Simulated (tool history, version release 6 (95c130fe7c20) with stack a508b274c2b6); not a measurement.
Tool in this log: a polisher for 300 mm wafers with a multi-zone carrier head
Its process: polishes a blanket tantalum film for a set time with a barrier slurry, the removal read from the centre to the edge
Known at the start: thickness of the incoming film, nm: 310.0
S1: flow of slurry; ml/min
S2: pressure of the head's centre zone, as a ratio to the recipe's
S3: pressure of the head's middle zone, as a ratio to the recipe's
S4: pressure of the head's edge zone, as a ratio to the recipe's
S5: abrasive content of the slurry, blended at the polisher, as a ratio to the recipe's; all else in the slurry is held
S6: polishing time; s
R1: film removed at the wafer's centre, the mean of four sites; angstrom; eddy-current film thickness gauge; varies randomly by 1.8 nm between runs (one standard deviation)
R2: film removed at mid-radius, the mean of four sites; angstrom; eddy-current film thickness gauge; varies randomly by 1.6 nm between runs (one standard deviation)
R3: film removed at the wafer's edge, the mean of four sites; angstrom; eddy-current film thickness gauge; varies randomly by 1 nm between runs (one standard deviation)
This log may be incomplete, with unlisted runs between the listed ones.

{"run": 1, "hour": 0.0, "S1": 185, "S2": 1, "S3": 1, "S4": 1, "S5": 1, "S6": 52, "R1": 1011, "R2": 1034.1, "R3": 1009.1}
{"run": 2, "hour": 6.9, "S1": 185, "S2": 1, "S3": 1, "S4": 1, "S5": 0.9, "S6": 52, "R1": 983.77, "R2": 982.37, "R3": 996.34}
{"run": 3, "hour": 9.8, "S1": 185, "S2": 0.95, "S3": 1, "S4": 1, "S5": 0.9, "S6": 52, "R1": 927.23, "R2": 1002, "R3": 985.1}
{"run": 4, "hour": 10.6, "S1": 190, "S2": 0.99, "S3": 0.99, "S4": 1.04, "S5": 1, "S6": 53, "R1": 1027, "R2": 1031.5, "R3": 1050.8}
{"run": 5, "hour": 17.6, "S1": 190, "S2": 0.99, "S3": 0.99, "S4": 1.12, "S5": 1, "S6": 53, "R1": 1012.4, "R2": 1028.3, "R3": 1086.1}
{"run": 6, "hour": 22.2, "S1": 195, "S2": 1.01, "S3": 0.98, "S4": 1.13, "S5": 1.1, "S6": 54, "R1": 1075.7, "R2": 1069.2, "R3": 1161.3}

Estimate the outcome of run 7 from the log above:
{"run": 7, "hour": 25.9, "S1": 205, "S2": 1.05, "S3": 0.99, "S4": 1.14, "S5": 1.15, "S6": 54, "R1": "?", "R2": "?", "R3": "?"}

{"run 7": {"R1": 1150.9, "R2": 1096.1, "R3": 1185.8}}
